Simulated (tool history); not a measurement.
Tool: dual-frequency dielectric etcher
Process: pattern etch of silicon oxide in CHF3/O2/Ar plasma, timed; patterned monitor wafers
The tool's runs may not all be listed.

| run | hour | source power (kW) | bias power (kW) | etch time (s) | mean etch depth across the wafer (Å) |
|---|---|---|---|---|---|
| 1 | 0.0 | 0.460 | 0.135 | 231 | 3391.2 |
| 2 | 6.4 | 0.500 | 0.136 | 231 | 3549.8 |
| 3 | 10.1 | 0.500 | 0.136 | 231 | 3539.8 |
| 4 | 19.1 | 0.470 | 0.136 | 231 | 3441.9 |
| 5 | 22.0 | 0.500 | 0.137 | 231 | 3542.0 |
| 6 | 27.5 | 0.500 | 0.146 | 231 | 3616.6 |

Run 7 comes next. What will it give?
| 7 | 31.3 | 0.510 | 0.146 | 231 | ? |

Run 7 gave mean etch depth across the wafer (Å) 3631.3.
